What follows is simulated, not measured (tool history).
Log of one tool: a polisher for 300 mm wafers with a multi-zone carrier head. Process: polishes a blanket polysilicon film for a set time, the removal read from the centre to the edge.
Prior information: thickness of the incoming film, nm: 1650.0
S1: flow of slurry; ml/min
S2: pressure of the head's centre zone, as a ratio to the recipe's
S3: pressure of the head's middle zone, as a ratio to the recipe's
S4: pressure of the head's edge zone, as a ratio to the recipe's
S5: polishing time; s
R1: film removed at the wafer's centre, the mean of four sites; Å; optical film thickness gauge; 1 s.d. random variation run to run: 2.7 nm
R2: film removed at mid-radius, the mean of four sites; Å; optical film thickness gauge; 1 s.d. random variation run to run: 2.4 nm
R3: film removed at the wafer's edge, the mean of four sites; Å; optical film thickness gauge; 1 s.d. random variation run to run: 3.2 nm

Run 1, hour 0.0: S1 290 ml/min, S2 1.00, S3 1.00, S4 1.00, S5 45 s. Result: R1 4225.6 Å, R2 4191.0 Å, R3 4273.8 Å.
Run 2, hour 8.5: S1 290 ml/min, S2 1.00, S3 1.00, S4 0.97, S5 44 s. Result: R1 4117.4 Å, R2 4054.4 Å, R3 4077.5 Å.
Run 3, hour 10.9: S1 290 ml/min, S2 1.00, S3 1.00, S4 0.95, S5 43 s. Result: R1 3991.7 Å, R2 3947.9 Å, R3 3984.4 Å.
Run 4, hour 18.3: S1 290 ml/min, S2 1.00, S3 1.06, S4 0.95, S5 43 s. Result: R1 3995.0 Å, R2 4148.7 Å, R3 4022.7 Å.
Run 5, hour 25.6: S1 290 ml/min, S2 1.00, S3 1.01, S4 0.95, S5 43 s. Result: R1 4024.4 Å, R2 4008.6 Å, R3 3976.7 Å.
Run 6, hour 31.3: S1 290 ml/min, S2 0.93, S3 1.01, S4 0.95, S5 43 s. Result: R1 3778.9 Å, R2 3967.0 Å, R3 3991.5 Å.

Forecast run 7:
Run 7, hour 40.1: S1 290 ml/min, S2 0.94, S3 1.02, S4 0.93, S5 42 s. Result: R1 ?, R2 ?, R3 ?.

R1: 3684.0 Å
R2: 3920.3 Å
R3: 3906.1 Å
